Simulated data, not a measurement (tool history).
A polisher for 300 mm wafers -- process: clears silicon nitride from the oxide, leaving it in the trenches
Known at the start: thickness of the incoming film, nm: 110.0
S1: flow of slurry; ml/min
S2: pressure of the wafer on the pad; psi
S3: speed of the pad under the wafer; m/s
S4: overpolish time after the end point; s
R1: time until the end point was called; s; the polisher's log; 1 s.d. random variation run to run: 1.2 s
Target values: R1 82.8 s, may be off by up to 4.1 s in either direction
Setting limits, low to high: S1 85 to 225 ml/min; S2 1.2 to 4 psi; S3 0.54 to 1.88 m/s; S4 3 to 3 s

run  hour   S1   S2    S3  S4      R1
  1     0  145  2.6   1.2   3  104.57
  2   5.3  145    2   1.2   3  123.58
  3  10.4  165    2   1.2   3  116.03
  4  13.9  165    2  1.04   3   135.8
  5  18.4  180    2  1.04   3  137.89
  6    24  155    2  1.04   3  134.14
  7  26.3  155  2.2  1.06   3  129.69
  8    27  155  2.4  1.08   3  116.29
  9  33.2  155  2.5  1.08   3  117.68
 10  36.8  155  2.7   1.1   3  107.35
 11  45.5  155  2.8   1.1   3   107.2
 12  47.8  155  2.9   1.1   3   104.7
 13  53.5  155    3   1.1   3  97.769

Which one of the following 4 next-run settings gets every result inside its allowed miss? There is exactly one.
  A  59.2  145  3.8  1.04   3   ?
  B  59.2  165  3.3  1.12   3   ?
  C  59.2  165  3.4   1.1   3   ?
  D  59.2  115  3.6  1.22   3   ?

move      R1
   A  91.226
   B  92.177
   C  91.878
   D  84.048
A: closer than the last run, but not yet in spec
B: closer than the last run, but not yet in spec
C: closer than the last run, but not yet in spec
D: in spec on every target
The move that meets every target is D.
